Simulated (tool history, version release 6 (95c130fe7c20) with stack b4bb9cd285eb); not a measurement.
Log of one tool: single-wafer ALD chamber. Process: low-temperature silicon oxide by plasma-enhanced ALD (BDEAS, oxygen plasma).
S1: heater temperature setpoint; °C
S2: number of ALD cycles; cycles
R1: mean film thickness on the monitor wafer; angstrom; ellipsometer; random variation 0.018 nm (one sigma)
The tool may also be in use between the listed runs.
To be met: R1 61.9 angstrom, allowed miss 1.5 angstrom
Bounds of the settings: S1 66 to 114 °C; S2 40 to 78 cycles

run 1 hour=0 | S1=90 S2=59 | R1=81.867
run 2 hour=5.3 | S1=92 S2=57 | R1=78.687
run 3 hour=8.5 | S1=98 S2=57 | R1=77.166
run 4 hour=10 | S1=103 S2=57 | R1=76.115
run 5 hour=12.8 | S1=107 S2=57 | R1=75.97
run 6 hour=16.9 | S1=107 S2=64 | R1=84.999
-- hour=19.8 thermocouple changed; heater temperature recalibrated
run 7 hour=19.8 | S1=108 S2=61 | R1=80.856
run 8 hour=20.5 | S1=109 S2=58 | R1=76.868
run 9 hour=22.7 | S1=109 S2=56 | R1=74.507

Which of these 4 next moves meets every target?
run A hour=24.9 | S1=104 S2=51 | R1=?
run B hour=24.9 | S1=113 S2=47 | R1=?
run C hour=24.9 | S1=113 S2=44 | R1=?
run D hour=24.9 | S1=100 S2=62 | R1=?

move=A R1=68.57
move=B R1=62.133
move=C R1=58.167
move=D R1=83.981
A: nearer than the last run, and not there yet
B: meets every target
C: takes the result that was furthest off past its target
D: further off than the last run
Move B is the one to make.
